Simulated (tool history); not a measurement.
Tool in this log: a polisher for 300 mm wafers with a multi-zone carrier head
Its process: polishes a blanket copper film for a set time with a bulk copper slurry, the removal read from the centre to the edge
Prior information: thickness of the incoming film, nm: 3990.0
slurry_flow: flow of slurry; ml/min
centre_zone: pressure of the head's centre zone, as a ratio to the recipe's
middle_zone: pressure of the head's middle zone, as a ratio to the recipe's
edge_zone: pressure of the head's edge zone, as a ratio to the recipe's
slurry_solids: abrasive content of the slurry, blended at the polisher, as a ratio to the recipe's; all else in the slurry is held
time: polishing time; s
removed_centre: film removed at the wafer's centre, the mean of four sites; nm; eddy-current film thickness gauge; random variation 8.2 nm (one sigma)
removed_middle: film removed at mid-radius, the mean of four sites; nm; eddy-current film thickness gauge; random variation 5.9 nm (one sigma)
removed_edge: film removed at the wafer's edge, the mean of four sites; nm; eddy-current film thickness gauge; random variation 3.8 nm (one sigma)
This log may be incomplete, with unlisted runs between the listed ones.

run	hour	slurry_flow	centre_zone	middle_zone	edge_zone	slurry_solids	time	removed_centre	removed_middle	removed_edge
1	0	195	1	1	1	1	53	603.95	630.37	611.34
2	7.6	185	1.04	0.95	0.99	1	53	626.65	597.67	613.26
3	13.5	185	1.04	0.91	0.99	1	53	625.78	570.41	606.83
4	14.6	180	1.06	0.89	0.98	1	53	643.9	560.73	600.02
5	16.4	180	1.06	0.89	0.98	1	41	489.64	432.01	464.82
6	19.7	200	1.1	0.91	1.03	1.1	41	531.9	466.96	502.1
7	21.8	220	1.13	0.91	1.05	1.15	41	555.91	471.06	506.27

Run 8 has not been measured yet. What should we expect?
8	29.7	225	1.15	0.91	1.08	1.25	42	?	?	?

{"run 8": {"removed_centre": 606.33, "removed_middle": 496.7, "removed_edge": 539.69}}

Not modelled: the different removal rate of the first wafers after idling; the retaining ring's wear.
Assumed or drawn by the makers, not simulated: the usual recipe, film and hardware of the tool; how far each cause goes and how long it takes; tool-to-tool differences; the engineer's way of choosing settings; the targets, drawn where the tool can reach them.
